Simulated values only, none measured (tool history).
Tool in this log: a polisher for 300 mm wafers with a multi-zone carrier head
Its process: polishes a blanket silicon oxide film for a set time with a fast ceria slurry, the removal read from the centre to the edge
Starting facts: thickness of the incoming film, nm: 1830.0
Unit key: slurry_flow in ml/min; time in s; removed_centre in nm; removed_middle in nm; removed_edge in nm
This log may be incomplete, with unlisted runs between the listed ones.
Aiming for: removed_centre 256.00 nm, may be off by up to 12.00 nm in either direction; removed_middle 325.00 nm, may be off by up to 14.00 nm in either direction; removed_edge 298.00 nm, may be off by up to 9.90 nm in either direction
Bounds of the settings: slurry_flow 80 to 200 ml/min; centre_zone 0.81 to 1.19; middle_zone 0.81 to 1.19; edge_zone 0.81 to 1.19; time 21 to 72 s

| run | hour | slurry_flow | centre_zone | middle_zone | edge_zone | time | removed_centre | removed_middle | removed_edge |
|---|---|---|---|---|---|---|---|---|---|
| 1 | 0.0 | 130 | 1.00 | 1.00 | 1.00 | 46 | 531.33 | 519.67 | 521.38 |
| 2 | 7.3 | 130 | 1.00 | 0.91 | 1.00 | 46 | 505.59 | 498.78 | 516.29 |
| 3 | 15.7 | 125 | 0.98 | 0.92 | 0.98 | 44 | 483.53 | 482.20 | 502.71 |
| 4 | 17.5 | 120 | 0.96 | 0.93 | 0.96 | 41 | 427.95 | 433.50 | 459.61 |
| 5 | 22.8 | 120 | 0.96 | 0.93 | 0.96 | 50 | 528.47 | 544.65 | 547.55 |
| 6 | 25.9 | 120 | 0.94 | 0.96 | 0.94 | 47 | 493.02 | 511.47 | 515.76 |
| 7 | 32.5 | 115 | 0.92 | 0.99 | 0.92 | 44 | 445.51 | 489.77 | 475.16 |
| 8 | 34.9 | 115 | 0.92 | 0.99 | 0.92 | 44 | 432.32 | 488.42 | 480.21 |
| 9 | 43.3 | 115 | 0.92 | 1.01 | 0.91 | 42 | 423.75 | 473.95 | 445.72 |
| 10 | 51.8 | 115 | 0.91 | 1.01 | 0.90 | 40 | 394.68 | 442.56 | 428.03 |
| 11 | 59.3 | 95 | 0.86 | 1.11 | 0.81 | 27 | 248.75 | 309.68 | 264.42 |
| 12 | 63.5 | 95 | 0.86 | 1.11 | 0.81 | 27 | 246.71 | 317.60 | 270.70 |
| 13 | 68.7 | 95 | 0.86 | 1.10 | 0.82 | 27 | 246.48 | 304.80 | 273.55 |
| 14 | 76.4 | 95 | 0.86 | 1.10 | 0.83 | 27 | 237.40 | 319.33 | 275.51 |
| 15 | 76.9 | 115 | 0.89 | 1.01 | 0.88 | 29 | 287.44 | 320.76 | 304.35 |
| 16 | 82.2 | 115 | 0.88 | 1.02 | 0.88 | 29 | 281.53 | 330.79 | 305.30 |
| 17 | 87.5 | 105 | 0.86 | 1.03 | 0.87 | 29 | 263.46 | 327.25 | 300.63 |

Below are 5 possible settings for the next run. Only one of them brings all results inside the allowed miss of their targets. Which is it?
| A | 92.8 | 110 | 0.90 | 1.01 | 0.83 | 28 | ? | ? | ? |
| B | 92.8 | 125 | 0.81 | 1.03 | 0.87 | 28 | ? | ? | ? |
| C | 92.8 | 115 | 0.89 | 1.12 | 0.82 | 29 | ? | ? | ? |
| D | 92.8 | 130 | 0.81 | 1.15 | 0.81 | 28 | ? | ? | ? |
| E | 92.8 | 105 | 0.91 | 0.93 | 0.87 | 29 | ? | ? | ? |

| move | removed_centre | removed_middle | removed_edge |
|---|---|---|---|
| A | 276.77 | 311.21 | 290.85 |
| B | 256.27 | 323.11 | 301.69 |
| C | 286.34 | 350.94 | 300.93 |
| D | 258.41 | 353.27 | 293.25 |
| E | 286.81 | 300.96 | 306.10 |
A: its largest miss is bigger than the last run's
B: hits every target within its allowed miss
C: its largest miss is bigger than the last run's
D: brings the result that was furthest off to its target, and leaves another outside
E: its largest miss is bigger than the last run's
Move B is the one to make.
